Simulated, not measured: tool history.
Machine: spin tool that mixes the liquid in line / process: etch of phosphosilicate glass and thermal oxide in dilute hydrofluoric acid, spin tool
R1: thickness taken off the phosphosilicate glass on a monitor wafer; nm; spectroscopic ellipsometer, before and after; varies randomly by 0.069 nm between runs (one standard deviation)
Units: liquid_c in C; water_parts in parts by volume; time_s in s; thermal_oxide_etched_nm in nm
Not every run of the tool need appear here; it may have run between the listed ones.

Run 1, hour 0: liquid_c 22 C, water_parts 265 parts by volume, time_s 35 s. Result: R1 16.546 nm, thermal_oxide_etched_nm 0.49551 nm.
Run 2, hour 4.3: liquid_c 21.5 C, water_parts 275 parts by volume, time_s 35 s. Result: R1 15.781 nm, thermal_oxide_etched_nm 0.53377 nm.
Run 3, hour 7.1: liquid_c 18 C, water_parts 275 parts by volume, time_s 35 s. Result: R1 13.809 nm, thermal_oxide_etched_nm 0.39983 nm.
Run 4, hour 10.4: liquid_c 18 C, water_parts 285 parts by volume, time_s 35 s. Result: R1 13.149 nm, thermal_oxide_etched_nm 0.40228 nm.
Run 5, hour 15.8: liquid_c 18 C, water_parts 295 parts by volume, time_s 35 s. Result: R1 12.386 nm, thermal_oxide_etched_nm 0.33033 nm.
Run 6, hour 18.7: liquid_c 18 C, water_parts 305 parts by volume, time_s 35 s. Result: R1 11.845 nm, thermal_oxide_etched_nm 0.351 nm.
Run 7, hour 25.8: liquid_c 18 C, water_parts 310 parts by volume, time_s 35 s. Result: R1 11.794 nm, thermal_oxide_etched_nm 0.32444 nm.

What does the tool deliver on the next run?
Run 8, hour 33.8: liquid_c 18 C, water_parts 315 parts by volume, time_s 35 s. Result: R1 ?, thermal_oxide_etched_nm ?.

Run 8 gave R1 11.428 nm, thermal_oxide_etched_nm 0.31051 nm.
